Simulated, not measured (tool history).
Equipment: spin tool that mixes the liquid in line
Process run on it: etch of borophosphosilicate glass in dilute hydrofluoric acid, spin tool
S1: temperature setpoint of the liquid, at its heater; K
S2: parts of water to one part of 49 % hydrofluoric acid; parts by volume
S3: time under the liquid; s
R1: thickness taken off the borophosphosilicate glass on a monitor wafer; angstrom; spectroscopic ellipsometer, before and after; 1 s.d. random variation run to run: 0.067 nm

| run | day | S1 | S2 | S3 | R1 |
|---|---|---|---|---|---|
| 1 | 0 | 294.15 | 160 | 15 | 48.729 |
| 2 | 0.171 | 295.15 | 155 | 15 | 52.51 |
| 3 | 0.5 | 295.15 | 155 | 15 | 53.721 |
| 4 | 0.554 | 292.15 | 155 | 15 | 47.211 |
| 5 | 0.7 | 292.15 | 110 | 15 | 69.62 |
| 6 | 0.992 | 292.15 | 165 | 15 | 43.831 |

Forecast run 7:
| 7 | 1.046 | 293.65 | 160 | 15 | ? |

{"run 7": {"R1": 48.492}}

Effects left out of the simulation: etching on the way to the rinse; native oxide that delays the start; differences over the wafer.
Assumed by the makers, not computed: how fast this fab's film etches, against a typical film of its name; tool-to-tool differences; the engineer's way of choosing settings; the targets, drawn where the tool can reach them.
